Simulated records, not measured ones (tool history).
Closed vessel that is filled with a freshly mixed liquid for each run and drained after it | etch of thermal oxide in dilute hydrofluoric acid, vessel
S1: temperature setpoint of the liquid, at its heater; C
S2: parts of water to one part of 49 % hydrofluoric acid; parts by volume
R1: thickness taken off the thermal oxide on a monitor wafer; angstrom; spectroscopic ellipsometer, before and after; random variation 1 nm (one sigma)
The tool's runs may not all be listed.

{"run": 1, "hour": 0.0, "S1": 22, "S2": 140, "time in the liquid (s)": 2675, "R1": 804.11}
{"run": 2, "hour": 4.6, "S1": 19, "S2": 140, "time in the liquid (s)": 2675, "R1": 712.76}
{"run": 3, "hour": 6.7, "S1": 19, "S2": 140, "time in the liquid (s)": 2855, "R1": 754.9}
{"run": 4, "hour": 15.6, "S1": 21, "S2": 140, "time in the liquid (s)": 2855, "R1": 826.72}
{"run": 5, "hour": 21.1, "S1": 21, "S2": 160, "time in the liquid (s)": 2855, "R1": 703.69}
{"run": 6, "hour": 28.9, "S1": 18.5, "S2": 160, "time in the liquid (s)": 2855, "R1": 639.67}

Run 7 comes next. What will it give?
{"run": 7, "hour": 36.0, "S1": 22, "S2": 140, "time in the liquid (s)": 2855, "R1": "?"}

R1: 857.46 angstrom
